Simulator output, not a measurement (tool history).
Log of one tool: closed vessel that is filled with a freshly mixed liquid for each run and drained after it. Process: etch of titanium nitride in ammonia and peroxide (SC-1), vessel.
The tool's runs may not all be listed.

run    day  temperature setpoint of the liquid (K)  parts of water to one part of 30 % peroxide (parts by volume)  parts of 29 % ammonia solution to one part of 30 % peroxide (parts by volume)  time in the liquid (s)  thickness taken off the titanium nitride on a monitor wafer (nm)
  1      0                                  331.15                                                           11.5                                                                            0.8                     175                                                            10.094
  2  0.058                                  337.65                                                           11.5                                                                            0.8                     175                                                            15.306
  3  0.267                                  333.65                                                           11.5                                                                            0.8                     175                                                            11.897
  4  0.412                                  331.65                                                           11.5                                                                            0.8                     175                                                            10.457
  5  0.796                                  330.15                                                           11.5                                                                            0.8                     175                                                             9.425
  6  0.954                                  330.15                                                           11.5                                                                            0.8                     185                                                            9.9778
  7  1.062                                  328.65                                                           11.5                                                                            0.8                     185                                                            9.0459
  8   1.45                                  327.65                                                           11.5                                                                            0.8                     185                                                            8.4658
  9  1.554                                  326.65                                                           11.5                                                                            0.8                     185                                                            7.9023

Run 10 comes next. What will it give?
 10  1.85                                  325.65                                                           11.5                                                                            0.8                     185                                                                 ?

thickness taken off the titanium nitride on a monitor wafer (nm): 7.3712
